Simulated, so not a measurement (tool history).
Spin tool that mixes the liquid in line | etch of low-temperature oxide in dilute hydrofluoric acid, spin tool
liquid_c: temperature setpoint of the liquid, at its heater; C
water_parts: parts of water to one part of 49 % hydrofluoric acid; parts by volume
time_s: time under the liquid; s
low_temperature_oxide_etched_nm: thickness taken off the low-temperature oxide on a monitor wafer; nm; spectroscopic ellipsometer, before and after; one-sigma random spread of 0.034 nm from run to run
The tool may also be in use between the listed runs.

run,hour,liquid_c,water_parts,time_s,low_temperature_oxide_etched_nm
1,0.0,22.0,70,60,8.6201
2,1.8,21.5,70,60,8.4235
3,3.7,21.5,70,60,8.4291
4,6.7,21.0,70,60,8.2655
5,9.6,20.5,70,60,8.0941
6,18.3,20.5,70,50,6.7920
7,24.1,20.0,70,50,6.6064
8,26.2,19.5,70,50,6.4537
9,30.2,18.5,70,50,6.2120
10,37.1,17.5,70,50,5.9048

For run 11, what comes out?
11,39.5,17.0,70,50,?

Run 11 yielded low_temperature_oxide_etched_nm 5.8322 nm.
